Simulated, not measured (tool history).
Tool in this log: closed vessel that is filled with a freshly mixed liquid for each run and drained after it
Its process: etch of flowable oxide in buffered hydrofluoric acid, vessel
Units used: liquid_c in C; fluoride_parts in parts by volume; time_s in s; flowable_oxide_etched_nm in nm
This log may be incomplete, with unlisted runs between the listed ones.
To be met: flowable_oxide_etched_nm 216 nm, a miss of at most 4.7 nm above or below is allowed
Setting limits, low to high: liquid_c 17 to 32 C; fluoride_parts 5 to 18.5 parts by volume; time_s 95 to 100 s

| run | hour | liquid_c | fluoride_parts | time_s | flowable_oxide_etched_nm |
|---|---|---|---|---|---|
| 1 | 0 | 25 | 11.5 | 95 | 289.75 |
| 2 | 2.4 | 25 | 11.5 | 100 | 307.5 |
| 3 | 8.7 | 27 | 11.5 | 100 | 338.8 |
| 4 | 10.1 | 28.5 | 11.5 | 100 | 367.31 |
| 5 | 13.9 | 27 | 11.5 | 100 | 338.42 |
| 6 | 22 | 27 | 11.5 | 100 | 339.08 |
| 7 | 26.5 | 25.5 | 11.5 | 100 | 311.9 |
| 8 | 31.3 | 24.5 | 11.5 | 100 | 297.06 |
| 9 | 40.2 | 23.5 | 11.5 | 100 | 283.17 |
| 10 | 46.7 | 19.5 | 11.5 | 100 | 225.49 |

Exercise: of the 4 proposed moves below, exactly one satisfies all targets within the stated allowed misses. Which move is it?
| A | 53.2 | 20.5 | 11.5 | 95 | ? |
| B | 53.2 | 18 | 11 | 100 | ? |
| C | 53.2 | 20 | 11.5 | 100 | ? |
| D | 53.2 | 23.5 | 15 | 95 | ? |

| move | flowable_oxide_etched_nm |
|---|---|
| A | 226.9 |
| B | 216.7 |
| C | 232.26 |
| D | 206.44 |
A: misses by more than the last run did
B: all results in spec
C: misses by more than the last run did
D: takes the biggest miss from the last run beyond its target
B is the move that brings every result within its allowed miss.

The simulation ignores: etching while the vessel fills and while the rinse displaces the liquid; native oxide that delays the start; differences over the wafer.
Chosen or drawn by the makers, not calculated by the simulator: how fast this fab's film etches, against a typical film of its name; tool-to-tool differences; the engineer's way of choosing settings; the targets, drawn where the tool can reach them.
